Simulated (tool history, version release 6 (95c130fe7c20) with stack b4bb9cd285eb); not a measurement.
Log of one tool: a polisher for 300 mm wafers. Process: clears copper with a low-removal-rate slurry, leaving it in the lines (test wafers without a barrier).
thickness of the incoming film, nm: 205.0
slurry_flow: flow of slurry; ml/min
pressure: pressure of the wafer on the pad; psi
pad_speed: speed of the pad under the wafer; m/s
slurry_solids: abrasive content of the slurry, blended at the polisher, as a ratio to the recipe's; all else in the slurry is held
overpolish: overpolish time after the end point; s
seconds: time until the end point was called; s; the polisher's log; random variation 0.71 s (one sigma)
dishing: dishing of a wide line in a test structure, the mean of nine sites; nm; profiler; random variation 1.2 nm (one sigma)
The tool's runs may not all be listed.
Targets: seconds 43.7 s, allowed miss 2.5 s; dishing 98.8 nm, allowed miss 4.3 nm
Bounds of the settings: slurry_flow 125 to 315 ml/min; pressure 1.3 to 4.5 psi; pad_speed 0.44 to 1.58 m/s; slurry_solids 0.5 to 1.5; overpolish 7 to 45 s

Run 1, day 0: slurry_flow 205 ml/min, pressure 2.9 psi, pad_speed 1 m/s, slurry_solids 1, overpolish 23 s. Result: seconds 57.866 s, dishing 56.987 nm.
Run 2, day 0.1: slurry_flow 205 ml/min, pressure 2.9 psi, pad_speed 0.78 m/s, slurry_solids 1, overpolish 23 s. Result: seconds 72.302 s, dishing 46.556 nm.
Run 3, day 0.3: slurry_flow 205 ml/min, pressure 2.9 psi, pad_speed 0.78 m/s, slurry_solids 1, overpolish 14 s. Result: seconds 72.707 s, dishing 30.317 nm.
Run 4, day 0.633: slurry_flow 205 ml/min, pressure 2.9 psi, pad_speed 0.78 m/s, slurry_solids 1, overpolish 10 s. Result: seconds 71.635 s, dishing 22.131 nm.
Run 5, day 0.975: slurry_flow 205 ml/min, pressure 2.9 psi, pad_speed 0.92 m/s, slurry_solids 1, overpolish 15 s. Result: seconds 62.275 s, dishing 38.118 nm.
Run 6, day 1.179: slurry_flow 195 ml/min, pressure 3.1 psi, pad_speed 0.98 m/s, slurry_solids 0.95, overpolish 18 s. Result: seconds 56.986 s, dishing 47.609 nm.
Run 7, day 1.254: slurry_flow 175 ml/min, pressure 3.4 psi, pad_speed 1 m/s, slurry_solids 0.9, overpolish 20 s. Result: seconds 54.343 s, dishing 56.003 nm.
Run 8, day 1.4: slurry_flow 170 ml/min, pressure 3.7 psi, pad_speed 1 m/s, slurry_solids 0.85, overpolish 22 s. Result: seconds 50.943 s, dishing 63.079 nm.
Run 9, day 1.467: slurry_flow 160 ml/min, pressure 3.8 psi, pad_speed 1.02 m/s, slurry_solids 0.85, overpolish 24 s. Result: seconds 48.68 s, dishing 68.731 nm.
Run 10, day 1.767: slurry_flow 170 ml/min, pressure 3.9 psi, pad_speed 1.04 m/s, slurry_solids 0.8, overpolish 25 s. Result: seconds 47.22 s, dishing 75.192 nm.
Run 11, day 1.829: slurry_flow 165 ml/min, pressure 4 psi, pad_speed 1.06 m/s, slurry_solids 0.8, overpolish 26 s. Result: seconds 44.542 s, dishing 77.078 nm.

Which of these 4 next moves meets every target?
Run A, day 1.892: slurry_flow 155 ml/min, pressure 4.1 psi, pad_speed 1.06 m/s, slurry_solids 0.95, overpolish 29 s. Result: seconds ?, dishing ?.
Run B, day 1.892: slurry_flow 125 ml/min, pressure 4.5 psi, pad_speed 1.04 m/s, slurry_solids 0.85, overpolish 33 s. Result: seconds ?, dishing ?.
Run C, day 1.892: slurry_flow 185 ml/min, pressure 4.3 psi, pad_speed 1.18 m/s, slurry_solids 0.65, overpolish 26 s. Result: seconds ?, dishing ?.
Run D, day 1.892: slurry_flow 165 ml/min, pressure 4.2 psi, pad_speed 1.16 m/s, slurry_solids 0.8, overpolish 31 s. Result: seconds ?, dishing ?.

move  seconds  dishing
   A    43.81   87.939
   B   44.001   97.139
   C   39.687   87.572
   D   40.268    98.41
A: nearer than the last run, and not there yet
B: meets every target
C: nearer than the last run, and not there yet
D: brings the result that was furthest off to its target, and leaves another outside
Answer: B
